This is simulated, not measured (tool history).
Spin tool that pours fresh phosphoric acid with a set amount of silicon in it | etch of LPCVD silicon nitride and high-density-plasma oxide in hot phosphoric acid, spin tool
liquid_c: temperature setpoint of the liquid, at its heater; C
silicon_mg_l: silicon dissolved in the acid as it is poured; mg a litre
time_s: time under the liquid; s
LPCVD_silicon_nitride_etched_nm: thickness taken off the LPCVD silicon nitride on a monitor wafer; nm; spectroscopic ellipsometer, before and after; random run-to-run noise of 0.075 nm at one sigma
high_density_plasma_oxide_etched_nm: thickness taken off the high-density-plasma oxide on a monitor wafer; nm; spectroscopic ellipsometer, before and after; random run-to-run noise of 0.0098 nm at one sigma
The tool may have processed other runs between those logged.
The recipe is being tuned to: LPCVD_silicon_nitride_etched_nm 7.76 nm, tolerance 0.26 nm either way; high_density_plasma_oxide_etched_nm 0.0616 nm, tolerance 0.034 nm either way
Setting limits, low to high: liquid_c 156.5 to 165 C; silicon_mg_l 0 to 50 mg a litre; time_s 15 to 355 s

| run | hour | liquid_c | silicon_mg_l | time_s | LPCVD_silicon_nitride_etched_nm | high_density_plasma_oxide_etched_nm |
|---|---|---|---|---|---|---|
| 1 | 0 | 160 | 25 | 180 | 16.051 | 0.20355 |
| 2 | 6.9 | 160 | 31.5 | 180 | 15.891 | 0.21456 |
| 3 | 9.5 | 160 | 31.5 | 120 | 10.699 | 0.098614 |
| 4 | 13.3 | 160 | 31.5 | 70 | 6.2186 | 0.061488 |
| 5 | 18.8 | 160 | 21.5 | 70 | 6.3105 | 0.10252 |
| 6 | 25.4 | 161 | 26 | 70 | 6.3526 | 0.081748 |
| 7 | 32.4 | 161 | 29 | 75 | 6.9119 | 0.083981 |
| 8 | 34.7 | 161.5 | 32.5 | 75 | 7.0609 | 0.093511 |
| 9 | 37.5 | 160.5 | 48.5 | 100 | 9.0458 | 0.047779 |
|  | 41.4 | dissolved silicon flow meter replaced |
| 10 | 41.4 | 160 | 45 | 95 | 8.3647 | 0.043821 |
| 11 | 50 | 160 | 42 | 95 | 8.4171 | 0.04518 |

Next run, 4 choices. One meets every target within its allowed miss, the rest don't. Which?
| A | 58.6 | 157 | 50 | 110 | ? | ? |
| B | 58.6 | 159 | 50 | 105 | ? | ? |
| C | 58.6 | 160 | 48.5 | 100 | ? | ? |
| D | 58.6 | 160.5 | 40.5 | 85 | ? | ? |

| move | LPCVD_silicon_nitride_etched_nm | high_density_plasma_oxide_etched_nm |
|---|---|---|
| A | 8.8228 | 0.048489 |
| B | 9.0125 | 0.053752 |
| C | 8.8772 | 0.05514 |
| D | 7.6733 | 0.067485 |
A: moves away from the targets compared with the last run
B: moves away from the targets compared with the last run
C: moves away from the targets compared with the last run
D: all results land within tolerance of their targets
D meets every target.
